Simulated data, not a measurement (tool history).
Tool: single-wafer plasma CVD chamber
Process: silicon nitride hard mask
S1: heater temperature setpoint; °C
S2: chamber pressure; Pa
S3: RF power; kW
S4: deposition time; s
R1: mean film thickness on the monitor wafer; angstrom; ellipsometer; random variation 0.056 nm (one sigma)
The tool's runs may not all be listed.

run    day   S1   S2     S3    S4      R1
  1      0  400  271  0.265  15.5   158.1
  2  0.129  400  252  0.265  15.5  155.16
  3  0.208  400  240   0.26  15.5  149.99
  4  0.538  400  240  0.295  15.5  164.28
  5  0.825  400  240  0.295  14.8  157.09
  6  0.867  400  287  0.295  14.8  164.69
  7  0.925  400  268  0.285  14.8  158.74

The next listed run, before its measurement:
  8  1.279  400  251  0.275  14.8   ?

R1: 152.26 angstrom

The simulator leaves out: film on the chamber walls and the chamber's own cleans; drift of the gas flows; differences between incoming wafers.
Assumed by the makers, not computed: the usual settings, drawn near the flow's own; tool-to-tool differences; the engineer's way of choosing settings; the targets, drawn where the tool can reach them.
